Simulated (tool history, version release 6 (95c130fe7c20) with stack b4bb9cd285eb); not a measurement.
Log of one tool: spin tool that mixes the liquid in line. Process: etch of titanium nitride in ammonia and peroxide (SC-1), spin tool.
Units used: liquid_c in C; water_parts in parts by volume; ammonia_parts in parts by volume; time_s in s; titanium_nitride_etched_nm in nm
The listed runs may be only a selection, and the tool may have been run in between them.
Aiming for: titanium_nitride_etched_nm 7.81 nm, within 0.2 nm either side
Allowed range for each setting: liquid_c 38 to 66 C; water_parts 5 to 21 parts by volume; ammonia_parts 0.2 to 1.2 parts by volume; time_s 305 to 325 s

run 1 hour=0 | liquid_c=50 water_parts=11.5 ammonia_parts=0.8 time_s=305 | titanium_nitride_etched_nm=14.827
run 2 hour=2.4 | liquid_c=56 water_parts=11.5 ammonia_parts=0.8 time_s=305 | titanium_nitride_etched_nm=22.512
run 3 hour=9.1 | liquid_c=56 water_parts=11.5 ammonia_parts=0.8 time_s=305 | titanium_nitride_etched_nm=22.567
run 4 hour=16.6 | liquid_c=52 water_parts=11.5 ammonia_parts=0.8 time_s=305 | titanium_nitride_etched_nm=17.151
run 5 hour=24.8 | liquid_c=49 water_parts=11.5 ammonia_parts=0.8 time_s=305 | titanium_nitride_etched_nm=13.871
-- hour=33.2 thermometer replaced
run 6 hour=33.2 | liquid_c=49 water_parts=15.5 ammonia_parts=0.8 time_s=305 | titanium_nitride_etched_nm=13.318
run 7 hour=39.7 | liquid_c=47 water_parts=15.5 ammonia_parts=0.8 time_s=305 | titanium_nitride_etched_nm=11.41
run 8 hour=44.9 | liquid_c=45.5 water_parts=15.5 ammonia_parts=0.8 time_s=305 | titanium_nitride_etched_nm=10.189
run 9 hour=53.7 | liquid_c=44.5 water_parts=15.5 ammonia_parts=0.8 time_s=305 | titanium_nitride_etched_nm=9.5535

Which single option among these 4 for the next run brings every result within its allowed miss of target? Just one does.
run A hour=62.5 | liquid_c=41 water_parts=16.5 ammonia_parts=1.05 time_s=315 | titanium_nitride_etched_nm=?
run B hour=62.5 | liquid_c=41 water_parts=15.5 ammonia_parts=0.7 time_s=305 | titanium_nitride_etched_nm=?
run C hour=62.5 | liquid_c=46 water_parts=15.5 ammonia_parts=0.9 time_s=305 | titanium_nitride_etched_nm=?
run D hour=62.5 | liquid_c=42 water_parts=16.5 ammonia_parts=1.2 time_s=305 | titanium_nitride_etched_nm=?

move=A titanium_nitride_etched_nm=7.7487
move=B titanium_nitride_etched_nm=7.2392
move=C titanium_nitride_etched_nm=10.867
move=D titanium_nitride_etched_nm=8.2535
A: every result lands within tolerance
B: takes the biggest miss from the last run beyond its target
C: misses by more than the last run did
D: closer than the last run, but not yet in spec
The move that meets every target is A.
